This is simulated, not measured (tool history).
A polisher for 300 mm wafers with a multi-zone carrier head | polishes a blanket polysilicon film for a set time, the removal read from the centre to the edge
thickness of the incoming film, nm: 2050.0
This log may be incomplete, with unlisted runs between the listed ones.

run  hour  flow of slurry (ml/min)  pressure of the head's centre zone  pressure of the head's middle zone  pressure of the head's edge zone  polishing time (s)  film removed at the wafer's centre (Å)  film removed at mid-radius (Å)  film removed at the wafer's edge (Å)
  1     0                      260                                   1                                   1                                 1                  85                                  4698.3                          4756.6                                4737.4
  2   5.1                      215                                   1                                   1                                 1                  85                                  4546.3                          4658.2                                  4645
  3  13.7                      235                                1.02                                1.06                              1.03                  90                                    4974                          5195.5                                  4973
  4  17.7                      255                                1.03                                1.09                              1.05                  95                                  5449.2                            5545                                5516.4
  5  22.5                      265                                1.03                                1.12                              1.02                  98                                  5716.2                          5913.3                                5551.3
  6  27.5                      275                                1.02                                1.14                              1.02                 100                                  5705.7                          6012.1                                5671.1
  7  34.1                      265                                1.02                                1.15                              1.01                 103                                  5811.5                          6340.9                                5672.8
     37.5  -- worn pad replaced by a new one
  8  37.5                      275                                1.02                                1.16                              1.01                 105                                  6496.6                          7088.5                                6447.6
  9  44.9                      260                                1.02                                1.16                              1.01                 105                                  6603.4                          7074.2                                6461.6
 10  53.3                      270                                1.02                                1.16                                 1                 105                                  6595.1                          7064.1                                6467.1
 11  53.8                      260                                1.02                                1.17                              1.01                 104                                  6536.8                          6984.7                                6390.3

Run 12 comes next. What will it give?
 12  57.4                      270                                1.02                                1.17                                 1                 104                                       ?                               ?                                     ?

{"run 12": {"film removed at the wafer's centre (Å)": 6509.7, "film removed at mid-radius (Å)": 7053.8, "film removed at the wafer's edge (Å)": 6453.9}}
